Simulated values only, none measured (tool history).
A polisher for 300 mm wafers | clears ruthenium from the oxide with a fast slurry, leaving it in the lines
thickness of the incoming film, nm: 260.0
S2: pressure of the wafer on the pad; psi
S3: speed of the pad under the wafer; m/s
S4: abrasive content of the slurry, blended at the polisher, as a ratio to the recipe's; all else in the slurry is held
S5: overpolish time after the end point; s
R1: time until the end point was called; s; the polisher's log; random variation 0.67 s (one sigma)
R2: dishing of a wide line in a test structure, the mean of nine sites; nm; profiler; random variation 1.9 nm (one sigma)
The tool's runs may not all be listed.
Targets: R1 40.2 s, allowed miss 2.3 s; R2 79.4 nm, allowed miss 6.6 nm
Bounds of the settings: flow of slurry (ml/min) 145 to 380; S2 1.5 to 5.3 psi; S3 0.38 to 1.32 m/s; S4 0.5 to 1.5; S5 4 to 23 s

{"run": 1, "hour": 0.0, "flow of slurry (ml/min)": 245, "S2": 3.4, "S3": 0.84, "S4": 1, "S5": 12, "R1": 50.117, "R2": 45.65}
{"run": 2, "hour": 4.5, "flow of slurry (ml/min)": 245, "S2": 3.4, "S3": 0.68, "S4": 1, "S5": 12, "R1": 58.59, "R2": 40.96}
{"run": 3, "hour": 11.7, "flow of slurry (ml/min)": 245, "S2": 3.4, "S3": 0.68, "S4": 1.15, "S5": 12, "R1": 54.873, "R2": 45.67}
{"run": 4, "hour": 19.0, "flow of slurry (ml/min)": 245, "S2": 3.4, "S3": 0.68, "S4": 1.35, "S5": 12, "R1": 49.162, "R2": 47.707}
{"run": 5, "hour": 20.1, "flow of slurry (ml/min)": 285, "S2": 3.4, "S3": 0.68, "S4": 1.35, "S5": 12, "R1": 50.207, "R2": 48.459}
{"run": 6, "hour": 29.0, "flow of slurry (ml/min)": 285, "S2": 3.4, "S3": 0.68, "S4": 1.15, "S5": 12, "R1": 55.766, "R2": 42.787}
{"run": 7, "hour": 34.2, "flow of slurry (ml/min)": 285, "S2": 3.6, "S3": 0.68, "S4": 1.15, "S5": 13, "R1": 51.577, "R2": 48.768}
{"run": 8, "hour": 35.3, "flow of slurry (ml/min)": 285, "S2": 3.7, "S3": 0.68, "S4": 1.15, "S5": 14, "R1": 50.422, "R2": 54.26}
{"run": 9, "hour": 44.0, "flow of slurry (ml/min)": 285, "S2": 3.9, "S3": 0.68, "S4": 1.15, "S5": 15, "R1": 48.203, "R2": 58.607}
{"run": 10, "hour": 47.9, "flow of slurry (ml/min)": 285, "S2": 4, "S3": 0.68, "S4": 1.15, "S5": 16, "R1": 46.14, "R2": 59.801}
{"run": 11, "hour": 52.1, "flow of slurry (ml/min)": 285, "S2": 4.1, "S3": 0.68, "S4": 1.15, "S5": 17, "R1": 45.92, "R2": 68.325}
{"run": 12, "hour": 53.6, "flow of slurry (ml/min)": 285, "S2": 4.2, "S3": 0.68, "S4": 1.15, "S5": 17, "R1": 43.621, "R2": 65.375}
{"run": 13, "hour": 60.7, "flow of slurry (ml/min)": 285, "S2": 4.2, "S3": 0.68, "S4": 1.15, "S5": 18, "R1": 44.036, "R2": 69.581}
{"run": 14, "hour": 67.2, "flow of slurry (ml/min)": 285, "S2": 4.3, "S3": 0.68, "S4": 1.15, "S5": 18, "R1": 43.679, "R2": 70.49}
{"run": 15, "hour": 75.4, "flow of slurry (ml/min)": 285, "S2": 4.4, "S3": 0.68, "S4": 1.15, "S5": 18, "R1": 43.157, "R2": 74.676}

5 next moves are on the table. One of them brings every result within its allowed miss. Which?
{"run": "A", "hour": 83.6, "flow of slurry (ml/min)": 285, "S2": 3.9, "S3": 1, "S4": 1.2, "S5": 13, "R1": "?", "R2": "?"}
{"run": "B", "hour": 83.6, "flow of slurry (ml/min)": 280, "S2": 4.5, "S3": 0.6, "S4": 1.05, "S5": 17, "R1": "?", "R2": "?"}
{"run": "C", "hour": 83.6, "flow of slurry (ml/min)": 365, "S2": 4.4, "S3": 0.54, "S4": 1.15, "S5": 18, "R1": "?", "R2": "?"}
{"run": "D", "hour": 83.6, "flow of slurry (ml/min)": 290, "S2": 5.3, "S3": 0.74, "S4": 1.05, "S5": 21, "R1": "?", "R2": "?"}
{"run": "E", "hour": 83.6, "flow of slurry (ml/min)": 270, "S2": 4.4, "S3": 0.74, "S4": 1.1, "S5": 20, "R1": "?", "R2": "?"}

move=A R1=35.269 R2=62.052
move=B R1=45.603 R2=62.556
move=C R1=46.518 R2=64.234
move=D R1=33.994 R2=86.539
move=E R1=40.187 R2=76.035
A: takes the result that was furthest off past its target
B: further off than the last run
C: further off than the last run
D: takes the result that was furthest off past its target
E: meets every target
Move E is the one to make.
